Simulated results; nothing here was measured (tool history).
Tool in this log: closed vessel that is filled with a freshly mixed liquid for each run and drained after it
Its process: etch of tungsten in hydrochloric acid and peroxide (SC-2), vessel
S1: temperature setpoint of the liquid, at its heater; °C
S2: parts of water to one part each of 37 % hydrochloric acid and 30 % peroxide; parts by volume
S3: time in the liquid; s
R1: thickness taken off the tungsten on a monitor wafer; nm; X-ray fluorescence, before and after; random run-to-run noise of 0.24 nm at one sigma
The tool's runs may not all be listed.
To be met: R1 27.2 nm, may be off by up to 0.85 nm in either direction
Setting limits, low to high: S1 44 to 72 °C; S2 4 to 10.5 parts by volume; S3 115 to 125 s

| run | hour | S1 | S2 | S3 | R1 |
|---|---|---|---|---|---|
| 1 | 0 | 60 | 5.5 | 115 | 81.296 |
| 2 | 2.2 | 66 | 5.5 | 115 | 118.51 |
| 3 | 9.4 | 72 | 5.5 | 115 | 168.87 |
| 4 | 12 | 66 | 5.5 | 115 | 119.49 |
| 5 | 14.4 | 61.5 | 5.5 | 115 | 89.444 |
| 6 | 20.4 | 61.5 | 5.5 | 125 | 97.147 |
| 7 | 24.6 | 58 | 6 | 125 | 74.404 |
| 8 | 32.2 | 55 | 6 | 125 | 61.012 |
| 9 | 33.8 | 52.5 | 6 | 125 | 51.025 |
| 10 | 39.9 | 50.5 | 6 | 125 | 45.424 |

Of the 4 settings listed for the next run, only one would bring every result within its allowed miss of target. Which one?
| A | 46 | 57.5 | 4.5 | 125 | ? |
| B | 46 | 48 | 6 | 120 | ? |
| C | 46 | 59 | 4 | 125 | ? |
| D | 46 | 45.5 | 7 | 120 | ? |

| move | R1 |
|---|---|
| A | 88.055 |
| B | 36.84 |
| C | 104.91 |
| D | 27.625 |
A: the biggest miss grows against the last run
B: gains on the last run, yet a result remains outside its allowed miss
C: the biggest miss grows against the last run
D: every result lands within tolerance
Go with D: it meets all targets.
